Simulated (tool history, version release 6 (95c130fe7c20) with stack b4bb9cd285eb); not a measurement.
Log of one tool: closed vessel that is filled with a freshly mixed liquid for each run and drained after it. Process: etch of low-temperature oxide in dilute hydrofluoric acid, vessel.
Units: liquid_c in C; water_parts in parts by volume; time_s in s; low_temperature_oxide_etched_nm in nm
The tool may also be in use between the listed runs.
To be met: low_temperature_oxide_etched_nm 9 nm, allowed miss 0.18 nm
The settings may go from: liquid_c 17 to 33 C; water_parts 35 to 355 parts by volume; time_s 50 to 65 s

run  hour  liquid_c  water_parts  time_s  low_temperature_oxide_etched_nm
  1     0        25          195      65                           3.0874
  2   3.2        25          195      65                           3.0221
  3   9.6        25          240      65                            2.395
  4  12.5        27          195      65                           3.2557
  5  17.2      28.5          160      65                           4.4601
  6  18.5      29.5          140      65                           5.3413
  7  20.1      30.5          125      65                           6.3462
  8  25.3        31          115      65                           7.1227
  9  30.7        33           90      65                           10.194
 10  39.5      32.5           90      65                           9.9151
 11  45.9        32           90      65                            9.844
 12  50.7      31.5           90      65                           9.6536
 13  55.3        31           90      65                           9.4204
 14  61.5      30.5           90      65                           9.2666

4 next moves are on the table. One of them brings every result within its allowed miss. Which?
  A  67.7      29.5           85      65                                ?
  B  67.7      31.5           95      65                                ?
  C  67.7      31.5           90      65                                ?
  D  67.7      30.5           70      50                                ?

move  low_temperature_oxide_etched_nm
   A                           9.5391
   B                           9.0697
   C                           9.6448
   D                           9.4637
A: further off than the last run
B: meets every target
C: further off than the last run
D: further off than the last run
The right move is B.
